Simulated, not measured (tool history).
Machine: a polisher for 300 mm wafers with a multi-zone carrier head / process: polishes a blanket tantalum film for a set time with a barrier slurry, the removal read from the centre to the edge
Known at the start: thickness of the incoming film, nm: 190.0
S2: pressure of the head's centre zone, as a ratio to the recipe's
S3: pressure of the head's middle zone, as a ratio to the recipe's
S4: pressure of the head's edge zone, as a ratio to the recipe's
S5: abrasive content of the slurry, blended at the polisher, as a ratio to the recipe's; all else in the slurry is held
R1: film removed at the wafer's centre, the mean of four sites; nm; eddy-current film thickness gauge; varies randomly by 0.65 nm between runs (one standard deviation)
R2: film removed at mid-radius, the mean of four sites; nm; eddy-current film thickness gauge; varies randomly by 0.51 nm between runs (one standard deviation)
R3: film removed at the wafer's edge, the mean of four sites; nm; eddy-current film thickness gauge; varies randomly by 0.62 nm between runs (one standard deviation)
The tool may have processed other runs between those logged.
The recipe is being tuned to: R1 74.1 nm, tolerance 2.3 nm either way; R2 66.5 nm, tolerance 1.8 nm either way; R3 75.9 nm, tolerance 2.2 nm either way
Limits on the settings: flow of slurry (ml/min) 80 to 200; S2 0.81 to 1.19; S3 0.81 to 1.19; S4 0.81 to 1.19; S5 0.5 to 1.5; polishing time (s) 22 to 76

Run 1, hour 0: flow of slurry (ml/min) 130, S2 1, S3 1, S4 1, S5 1, polishing time (s) 49. Result: R1 82.505 nm, R2 82.694 nm, R3 80.486 nm.
Run 2, hour 3.4: flow of slurry (ml/min) 130, S2 1, S3 1, S4 1, S5 1, polishing time (s) 54. Result: R1 90.125 nm, R2 90.934 nm, R3 89.545 nm.
Run 3, hour 5.6: flow of slurry (ml/min) 115, S2 1, S3 1, S4 1, S5 1, polishing time (s) 54. Result: R1 87.892 nm, R2 90.183 nm, R3 87.911 nm.
Run 4, hour 10.9: flow of slurry (ml/min) 115, S2 1, S3 0.96, S4 1, S5 0.9, polishing time (s) 54. Result: R1 85.475 nm, R2 84.664 nm, R3 87.244 nm.
Run 5, hour 16.9: flow of slurry (ml/min) 115, S2 1.04, S3 0.96, S4 1, S5 0.9, polishing time (s) 54. Result: R1 89.049 nm, R2 84.584 nm, R3 87.804 nm.
Run 6, hour 22.7: flow of slurry (ml/min) 115, S2 1.04, S3 1.03, S4 1, S5 0.9, polishing time (s) 54. Result: R1 89.904 nm, R2 88.643 nm, R3 87.436 nm.
Run 7, hour 25.5: flow of slurry (ml/min) 115, S2 1.04, S3 1.03, S4 1, S5 0.9, polishing time (s) 54. Result: R1 90.245 nm, R2 88.653 nm, R3 87.048 nm.
Run 8, hour 33.7: flow of slurry (ml/min) 110, S2 1.04, S3 0.99, S4 0.98, S5 0.8, polishing time (s) 54. Result: R1 87.066 nm, R2 84.155 nm, R3 83.046 nm.
Run 9, hour 37.3: flow of slurry (ml/min) 105, S2 1.04, S3 0.95, S4 0.99, S5 0.75, polishing time (s) 54. Result: R1 84.669 nm, R2 80.129 nm, R3 82.205 nm.
Run 10, hour 43.6: flow of slurry (ml/min) 100, S2 1.04, S3 0.92, S4 1, S5 0.7, polishing time (s) 54. Result: R1 83.417 nm, R2 76.444 nm, R3 81.773 nm.
Run 11, hour 47.6: flow of slurry (ml/min) 95, S2 1.03, S3 0.9, S4 1, S5 0.65, polishing time (s) 54. Result: R1 78.881 nm, R2 73.759 nm, R3 80.215 nm.
Run 12, hour 51.9: flow of slurry (ml/min) 95, S2 1.03, S3 0.88, S4 0.99, S5 0.65, polishing time (s) 54. Result: R1 80.087 nm, R2 73.438 nm, R3 79.238 nm.
Run 13, hour 55.8: flow of slurry (ml/min) 95, S2 1.03, S3 0.88, S4 0.99, S5 0.65, polishing time (s) 54. Result: R1 79.651 nm, R2 73.19 nm, R3 80.288 nm.
Run 14, hour 60.6: flow of slurry (ml/min) 95, S2 1.03, S3 0.87, S4 0.99, S5 0.6, polishing time (s) 54. Result: R1 78.599 nm, R2 71.352 nm, R3 79.023 nm.
Run 15, hour 61.3: flow of slurry (ml/min) 95, S2 1.03, S3 0.86, S4 0.99, S5 0.6, polishing time (s) 54. Result: R1 80.003 nm, R2 71.232 nm, R3 78.693 nm.
Run 16, hour 68.1: flow of slurry (ml/min) 90, S2 1.02, S3 0.85, S4 0.99, S5 0.6, polishing time (s) 54. Result: R1 77.243 nm, R2 70.295 nm, R3 78.065 nm.
Run 17, hour 73.9: flow of slurry (ml/min) 90, S2 1.02, S3 0.84, S4 0.99, S5 0.6, polishing time (s) 54. Result: R1 77.187 nm, R2 71.347 nm, R3 78.046 nm.
Run 18, hour 79.8: flow of slurry (ml/min) 90, S2 1.02, S3 0.83, S4 1, S5 0.6, polishing time (s) 54. Result: R1 76.908 nm, R2 69.476 nm, R3 77.122 nm.
Run 19, hour 84: flow of slurry (ml/min) 90, S2 1.02, S3 0.83, S4 1.01, S5 0.6, polishing time (s) 54. Result: R1 76.824 nm, R2 68.987 nm, R3 79.326 nm.

4 candidate next runs follow, results not yet known. Just one meets every target within its allowed miss. Identify it.
Run A, hour 88.2: flow of slurry (ml/min) 80, S2 1.03, S3 0.83, S4 1.02, S5 0.5, polishing time (s) 55. Result: R1 ?, R2 ?, R3 ?.
Run B, hour 88.2: flow of slurry (ml/min) 90, S2 1.08, S3 0.81, S4 0.95, S5 0.55, polishing time (s) 53. Result: R1 ?, R2 ?, R3 ?.
Run C, hour 88.2: flow of slurry (ml/min) 85, S2 1.01, S3 0.81, S4 1.08, S5 0.55, polishing time (s) 54. Result: R1 ?, R2 ?, R3 ?.
Run D, hour 88.2: flow of slurry (ml/min) 95, S2 0.99, S3 0.82, S4 0.98, S5 0.65, polishing time (s) 55. Result: R1 ?, R2 ?, R3 ?.

move      R1      R2      R3
   A  74.735  66.148  76.592
   B  79.447  65.921  73.905
   C  74.401  66.214  79.377
   D  78.827  71.696  80.706
A: all results land within tolerance of their targets
B: puts the biggest miss on target and leaves a different result outside tolerance
C: about the same distance from the targets as the last run
D: moves away from the targets compared with the last run
A is the move that brings every result within its allowed miss.
